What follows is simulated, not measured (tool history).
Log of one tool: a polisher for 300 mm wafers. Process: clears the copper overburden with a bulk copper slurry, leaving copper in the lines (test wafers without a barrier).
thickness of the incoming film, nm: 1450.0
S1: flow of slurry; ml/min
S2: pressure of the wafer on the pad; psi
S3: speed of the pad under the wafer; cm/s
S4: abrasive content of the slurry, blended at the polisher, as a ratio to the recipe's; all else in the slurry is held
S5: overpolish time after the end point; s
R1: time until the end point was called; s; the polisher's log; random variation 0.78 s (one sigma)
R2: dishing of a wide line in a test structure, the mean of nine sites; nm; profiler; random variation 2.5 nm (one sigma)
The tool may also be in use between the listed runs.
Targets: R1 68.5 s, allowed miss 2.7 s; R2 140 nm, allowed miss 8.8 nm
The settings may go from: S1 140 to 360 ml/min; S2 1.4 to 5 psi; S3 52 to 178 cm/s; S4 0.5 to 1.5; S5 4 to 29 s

{"run": 1, "hour": 0.0, "S1": 230, "S2": 3.2, "S3": 114, "S4": 1, "S5": 15, "R1": 106.37, "R2": 95.393}
{"run": 2, "hour": 3.4, "S1": 230, "S2": 3.5, "S3": 114, "S4": 1, "S5": 16, "R1": 98.302, "R2": 104.33}
{"run": 3, "hour": 7.8, "S1": 230, "S2": 3.7, "S3": 114, "S4": 1, "S5": 16, "R1": 90.274, "R2": 104.61}
{"run": 4, "hour": 16.2, "S1": 230, "S2": 3.9, "S3": 114, "S4": 1, "S5": 17, "R1": 85.214, "R2": 112.87}
{"run": 5, "hour": 23.7, "S1": 230, "S2": 4, "S3": 114, "S4": 1, "S5": 18, "R1": 85.061, "R2": 115.3}
{"run": 6, "hour": 26.2, "S1": 230, "S2": 4.1, "S3": 114, "S4": 1, "S5": 19, "R1": 83.604, "R2": 118.18}
{"run": 7, "hour": 32.9, "S1": 230, "S2": 4.2, "S3": 114, "S4": 1, "S5": 20, "R1": 81.934, "R2": 126.05}
{"run": 8, "hour": 34.3, "S1": 230, "S2": 4.3, "S3": 114, "S4": 1, "S5": 20, "R1": 80.086, "R2": 128.02}

5 next moves are on the table. One of them brings every result within its allowed miss. Which?
{"run": "A", "hour": 35.7, "S1": 220, "S2": 4.4, "S3": 130, "S4": 1, "S5": 24, "R1": "?", "R2": "?"}
{"run": "B", "hour": 35.7, "S1": 230, "S2": 4.6, "S3": 134, "S4": 1.1, "S5": 11, "R1": "?", "R2": "?"}
{"run": "C", "hour": 35.7, "S1": 215, "S2": 4.7, "S3": 132, "S4": 1.05, "S5": 14, "R1": "?", "R2": "?"}
{"run": "D", "hour": 35.7, "S1": 180, "S2": 3.6, "S3": 106, "S4": 1.05, "S5": 19, "R1": "?", "R2": "?"}
{"run": "E", "hour": 35.7, "S1": 225, "S2": 3.9, "S3": 100, "S4": 0.8, "S5": 22, "R1": "?", "R2": "?"}

move=A R1=68.302 R2=133.76
move=B R1=62.296 R2=108.47
move=C R1=62.992 R2=119.75
move=D R1=102.5 R2=106.17
move=E R1=101.58 R2=114.47
A: meets every target
B: takes the result that was furthest off past its target
C: takes the result that was furthest off past its target
D: further off than the last run
E: further off than the last run
Answer: A
